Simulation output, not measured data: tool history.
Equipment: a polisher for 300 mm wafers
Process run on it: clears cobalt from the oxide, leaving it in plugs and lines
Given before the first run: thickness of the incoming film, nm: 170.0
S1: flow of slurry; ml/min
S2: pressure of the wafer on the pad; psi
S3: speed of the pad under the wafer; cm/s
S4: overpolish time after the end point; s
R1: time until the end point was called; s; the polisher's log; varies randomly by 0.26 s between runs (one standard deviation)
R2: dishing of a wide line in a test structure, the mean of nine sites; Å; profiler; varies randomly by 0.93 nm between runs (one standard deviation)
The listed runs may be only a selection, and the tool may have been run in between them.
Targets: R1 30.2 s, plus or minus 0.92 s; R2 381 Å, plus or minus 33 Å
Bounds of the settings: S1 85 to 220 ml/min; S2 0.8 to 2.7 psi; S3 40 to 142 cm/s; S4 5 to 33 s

Run 1, hour 0: S1 140 ml/min, S2 1.7 psi, S3 90 cm/s, S4 17 s. Result: R1 39.61 s, R2 422.95 Å.
Run 2, hour 1.5: S1 145 ml/min, S2 1.8 psi, S3 90 cm/s, S4 15 s. Result: R1 37.936 s, R2 402.07 Å.
Run 3, hour 5.5: S1 150 ml/min, S2 1.9 psi, S3 90 cm/s, S4 14 s. Result: R1 35.852 s, R2 393.97 Å.
Run 4, hour 13.9: S1 155 ml/min, S2 2 psi, S3 90 cm/s, S4 13 s. Result: R1 33.769 s, R2 389.51 Å.
Run 5, hour 14.7: S1 155 ml/min, S2 2 psi, S3 90 cm/s, S4 9 s. Result: R1 33.213 s, R2 315.35 Å.
Run 6, hour 20.1: S1 155 ml/min, S2 2 psi, S3 80 cm/s, S4 9 s. Result: R1 38.378 s, R2 279.52 Å.
Run 7, hour 21.4: S1 155 ml/min, S2 2.1 psi, S3 80 cm/s, S4 10 s. Result: R1 36.578 s, R2 317.76 Å.
Run 8, hour 30: S1 160 ml/min, S2 2.2 psi, S3 80 cm/s, S4 10 s. Result: R1 34.641 s, R2 319.04 Å.
Run 9, hour 34.5: S1 160 ml/min, S2 2.3 psi, S3 80 cm/s, S4 10 s. Result: R1 33.684 s, R2 321.99 Å.
Run 10, hour 37: S1 165 ml/min, S2 2.3 psi, S3 80 cm/s, S4 11 s. Result: R1 33.135 s, R2 348.02 Å.
Run 11, hour 40.9: S1 170 ml/min, S2 2.3 psi, S3 80 cm/s, S4 11 s. Result: R1 33.004 s, R2 375.51 Å.
Run 12, hour 45.5: S1 175 ml/min, S2 2.3 psi, S3 80 cm/s, S4 11 s. Result: R1 32.746 s, R2 354.68 Å.
Run 13, hour 47.6: S1 180 ml/min, S2 2.3 psi, S3 80 cm/s, S4 11 s. Result: R1 32.757 s, R2 359.72 Å.
Run 14, hour 55.2: S1 185 ml/min, S2 2.4 psi, S3 80 cm/s, S4 11 s. Result: R1 31.546 s, R2 368.43 Å.

5 candidate next runs follow, results not yet known. Just one meets every target within its allowed miss. Identify it.
Run A, hour 62.8: S1 180 ml/min, S2 2.3 psi, S3 80 cm/s, S4 10 s. Result: R1 ?, R2 ?.
Run B, hour 62.8: S1 125 ml/min, S2 1.9 psi, S3 104 cm/s, S4 10 s. Result: R1 ?, R2 ?.
Run C, hour 62.8: S1 195 ml/min, S2 2.1 psi, S3 86 cm/s, S4 12 s. Result: R1 ?, R2 ?.
Run D, hour 62.8: S1 190 ml/min, S2 2.3 psi, S3 86 cm/s, S4 11 s. Result: R1 ?, R2 ?.
Run E, hour 62.8: S1 150 ml/min, S2 2.4 psi, S3 76 cm/s, S4 12 s. Result: R1 ?, R2 ?.

move      R1      R2
   A  32.609  344.07
   B  32.008  347.83
   C  32.708  382.28
   D  30.179  380.66
   E   33.87  374.84
A: the biggest miss grows against the last run
B: the biggest miss grows against the last run
C: the biggest miss grows against the last run
D: each result inside its tolerance
E: the biggest miss grows against the last run
Correct choice: D, which meets every target

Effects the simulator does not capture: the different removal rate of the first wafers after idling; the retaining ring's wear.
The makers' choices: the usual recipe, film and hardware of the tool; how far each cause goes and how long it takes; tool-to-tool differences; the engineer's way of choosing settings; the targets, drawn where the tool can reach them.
